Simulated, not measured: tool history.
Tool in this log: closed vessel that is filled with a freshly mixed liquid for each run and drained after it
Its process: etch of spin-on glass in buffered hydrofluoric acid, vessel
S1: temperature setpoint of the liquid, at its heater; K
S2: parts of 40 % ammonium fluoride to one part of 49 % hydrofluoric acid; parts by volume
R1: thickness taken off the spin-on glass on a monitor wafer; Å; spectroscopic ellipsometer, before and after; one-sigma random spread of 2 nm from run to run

run 1 day=0.000 | S1=297.15 S2=10.0 time_in_the_liquid_(s)=105 | R1=3257.0
run 2 day=0.200 | S1=297.15 S2=10.0 time_in_the_liquid_(s)=110 | R1=3415.8
run 3 day=0.417 | S1=298.15 S2=10.0 time_in_the_liquid_(s)=110 | R1=3587.5
run 4 day=0.692 | S1=299.15 S2=9.5 time_in_the_liquid_(s)=110 | R1=3918.2
run 5 day=0.892 | S1=299.15 S2=11.5 time_in_the_liquid_(s)=110 | R1=3320.1
run 6 day=1.188 | S1=299.15 S2=13.0 time_in_the_liquid_(s)=110 | R1=2953.2
run 7 day=1.546 | S1=300.15 S2=12.5 time_in_the_liquid_(s)=110 | R1=3209.9
run 8 day=1.871 | S1=300.65 S2=12.0 time_in_the_liquid_(s)=110 | R1=3460.8
run 9 day=1.958 | S1=301.15 S2=11.5 time_in_the_liquid_(s)=110 | R1=3679.6
run 10 day=2.158 | S1=301.65 S2=11.0 time_in_the_liquid_(s)=110 | R1=3952.2

Run 11 has not been measured yet. What should we expect?
run 11 day=2.242 | S1=302.15 S2=10.5 time_in_the_liquid_(s)=110 | R1=?

R1: 4243.3 Å
